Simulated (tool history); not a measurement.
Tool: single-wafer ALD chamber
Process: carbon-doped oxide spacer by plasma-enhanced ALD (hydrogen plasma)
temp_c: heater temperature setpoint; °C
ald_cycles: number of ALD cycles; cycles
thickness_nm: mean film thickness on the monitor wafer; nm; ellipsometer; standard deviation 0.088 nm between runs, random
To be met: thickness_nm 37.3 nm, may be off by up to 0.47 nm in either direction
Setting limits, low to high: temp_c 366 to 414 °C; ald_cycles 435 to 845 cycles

run,day,temp_c,ald_cycles,thickness_nm
1,0,390,640,31.644
2,0.175,390,588,28.98
3,0.446,390,608,29.975
4,0.592,390,625,30.743
5,0.8,383,625,30.798
6,0.825,387,625,30.901
7,1.042,387,640,31.584
8,1.079,387,653,32.282
9,1.183,387,664,32.8
10,1.229,387,674,33.272
11,1.404,387,684,33.797
12,1.662,387,692,34.086
13,1.712,387,700,34.697
14,1.896,387,706,34.811
15,2.196,387,712,35.18

Which of these 5 next moves meets every target?
A,2.496,383,708,?
B,2.496,391,723,?
C,2.496,373,751,?
D,2.496,384,733,?
E,2.496,391,674,?

move,thickness_nm
A,35.006
B,35.748
C,37.132
D,36.242
E,33.325
A: moves away from the targets compared with the last run
B: closer than the last run, but not yet in spec
C: every result within its allowed miss
D: closer than the last run, but not yet in spec
E: moves away from the targets compared with the last run
Go with C: it meets all targets.
